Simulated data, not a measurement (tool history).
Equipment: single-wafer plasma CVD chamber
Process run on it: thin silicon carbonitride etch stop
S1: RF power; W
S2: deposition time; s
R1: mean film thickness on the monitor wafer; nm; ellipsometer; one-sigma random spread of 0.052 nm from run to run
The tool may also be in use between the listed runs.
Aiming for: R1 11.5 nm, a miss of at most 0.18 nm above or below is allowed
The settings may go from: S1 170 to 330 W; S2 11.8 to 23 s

{"run": 1, "day": 0.0, "S1": 250, "S2": 17.4, "R1": 10.156}
{"run": 2, "day": 0.079, "S1": 250, "S2": 18.4, "R1": 10.736}
{"run": 3, "day": 0.35, "S1": 260, "S2": 18.5, "R1": 10.846}
{"run": 4, "day": 0.604, "S1": 235, "S2": 18.5, "R1": 10.655}
{"run": 5, "day": 0.629, "S1": 245, "S2": 18.6, "R1": 10.816}
{"run": 6, "day": 0.704, "S1": 220, "S2": 18.6, "R1": 10.597}
{"run": 7, "day": 0.883, "S1": 230, "S2": 18.8, "R1": 10.814}
{"run": 8, "day": 1.171, "S1": 240, "S2": 18.9, "R1": 10.897}
{"run": 9, "day": 1.446, "S1": 250, "S2": 19, "R1": 11.162}
{"run": 10, "day": 1.775, "S1": 255, "S2": 19, "R1": 11.129}
{"run": 11, "day": 2.083, "S1": 260, "S2": 19.1, "R1": 11.289}
{"run": 12, "day": 2.358, "S1": 265, "S2": 19.1, "R1": 11.297}
{"run": 13, "day": 2.412, "S1": 270, "S2": 19.1, "R1": 11.299}

Pick the move, out of 4, that brings all results within their allowed miss; only one does.
{"run": "A", "day": 2.467, "S1": 260, "S2": 18.9, "R1": "?"}
{"run": "B", "day": 2.467, "S1": 230, "S2": 20.1, "R1": "?"}
{"run": "C", "day": 2.467, "S1": 255, "S2": 19, "R1": "?"}
{"run": "D", "day": 2.467, "S1": 295, "S2": 18.6, "R1": "?"}

move=A R1=11.114
move=B R1=11.564
move=C R1=11.133
move=D R1=11.199
A: misses by more than the last run did
B: all results land within tolerance of their targets
C: misses by more than the last run did
D: misses by more than the last run did
Correct choice: B, which meets every target

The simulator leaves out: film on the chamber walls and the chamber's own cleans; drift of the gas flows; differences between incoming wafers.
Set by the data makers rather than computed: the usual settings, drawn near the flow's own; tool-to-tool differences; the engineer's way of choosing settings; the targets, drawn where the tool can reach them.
